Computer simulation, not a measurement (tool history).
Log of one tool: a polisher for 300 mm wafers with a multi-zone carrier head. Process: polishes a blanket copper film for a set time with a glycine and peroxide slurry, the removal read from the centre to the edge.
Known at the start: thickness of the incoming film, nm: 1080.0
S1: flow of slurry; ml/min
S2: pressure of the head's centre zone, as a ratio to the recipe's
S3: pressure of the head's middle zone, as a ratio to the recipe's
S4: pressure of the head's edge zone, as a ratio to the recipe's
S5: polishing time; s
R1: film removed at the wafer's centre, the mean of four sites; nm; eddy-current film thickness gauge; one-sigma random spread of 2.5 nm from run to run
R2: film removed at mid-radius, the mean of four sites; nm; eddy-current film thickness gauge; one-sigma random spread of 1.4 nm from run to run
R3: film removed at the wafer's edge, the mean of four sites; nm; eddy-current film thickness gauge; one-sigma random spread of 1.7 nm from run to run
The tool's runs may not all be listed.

| run | hour | S1 | S2 | S3 | S4 | S5 | R1 | R2 | R3 |
|---|---|---|---|---|---|---|---|---|---|
| 1 | 0 | 155 | 1 | 1 | 1 | 53 | 228.46 | 224.41 | 226.57 |
| 2 | 1.9 | 155 | 1 | 1.08 | 1 | 53 | 230.33 | 240.19 | 225.92 |
| 3 | 4.4 | 155 | 1 | 1.08 | 1 | 61 | 260.07 | 281.8 | 259.16 |
| 4 | 10.7 | 150 | 0.99 | 1.05 | 1 | 61 | 263.52 | 270.23 | 258.06 |
| 5 | 17.8 | 150 | 0.97 | 1.03 | 1.01 | 60 | 251.39 | 262.02 | 258.75 |
| 6 | 23.2 | 145 | 0.96 | 1.01 | 1 | 60 | 253.59 | 258.22 | 254.83 |

Forecast run 7:
| 7 | 28.4 | 145 | 0.95 | 1 | 1.01 | 59 | ? | ? | ? |

Run 7 came out at R1 241.43 nm, R2 249.11 nm, R3 253.2 nm.
